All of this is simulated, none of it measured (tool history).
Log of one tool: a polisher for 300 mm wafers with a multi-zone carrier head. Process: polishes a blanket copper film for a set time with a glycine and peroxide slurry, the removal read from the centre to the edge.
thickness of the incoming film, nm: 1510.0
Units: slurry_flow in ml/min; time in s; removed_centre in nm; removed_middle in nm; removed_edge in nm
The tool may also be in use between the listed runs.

{"run": 1, "hour": 0.0, "slurry_flow": 285, "centre_zone": 1, "middle_zone": 1, "edge_zone": 1, "time": 37, "removed_centre": 215.43, "removed_middle": 212.49, "removed_edge": 220.09}
{"run": 2, "hour": 7.6, "slurry_flow": 290, "centre_zone": 1.01, "middle_zone": 1, "edge_zone": 1.04, "time": 40, "removed_centre": 229.55, "removed_middle": 238.54, "removed_edge": 247.25}
{"run": 3, "hour": 14.5, "slurry_flow": 300, "centre_zone": 1.06, "middle_zone": 0.98, "edge_zone": 1.08, "time": 42, "removed_centre": 261.82, "removed_middle": 239.4, "removed_edge": 265.96}
{"run": 4, "hour": 22.7, "slurry_flow": 270, "centre_zone": 1.06, "middle_zone": 0.98, "edge_zone": 1.08, "time": 42, "removed_centre": 256.28, "removed_middle": 236.04, "removed_edge": 263.48}
{"run": 5, "hour": 30.9, "slurry_flow": 270, "centre_zone": 1.06, "middle_zone": 0.98, "edge_zone": 1.08, "time": 46, "removed_centre": 276.79, "removed_middle": 253.89, "removed_edge": 284.34}
{"run": 6, "hour": 32.2, "slurry_flow": 270, "centre_zone": 1.06, "middle_zone": 0.98, "edge_zone": 1.05, "time": 46, "removed_centre": 279.37, "removed_middle": 251.57, "removed_edge": 278.84}
{"run": 7, "hour": 40.1, "slurry_flow": 300, "centre_zone": 1.06, "middle_zone": 0.99, "edge_zone": 1.08, "time": 46, "removed_centre": 283.34, "removed_middle": 260.72, "removed_edge": 288.04}
{"run": 8, "hour": 43.9, "slurry_flow": 315, "centre_zone": 1.06, "middle_zone": 1, "edge_zone": 1.11, "time": 47, "removed_centre": 296.05, "removed_middle": 272.97, "removed_edge": 301.51}
{"hour": 49.8, "done": "slurry nozzle cleaned"}
{"run": 9, "hour": 49.8, "slurry_flow": 330, "centre_zone": 1.05, "middle_zone": 1, "edge_zone": 1.13, "time": 47, "removed_centre": 316.42, "removed_middle": 288.17, "removed_edge": 318.54}
{"run": 10, "hour": 55.4, "slurry_flow": 330, "centre_zone": 1.03, "middle_zone": 0.99, "edge_zone": 1.13, "time": 47, "removed_centre": 311.13, "removed_middle": 287.12, "removed_edge": 320.57}

Forecast run 11:
{"run": 11, "hour": 57.9, "slurry_flow": 330, "centre_zone": 1.01, "middle_zone": 0.99, "edge_zone": 1.13, "time": 47, "removed_centre": "?", "removed_middle": "?", "removed_edge": "?"}

{"run 11": {"removed_centre": 303.79, "removed_middle": 283.88, "removed_edge": 319.68}}
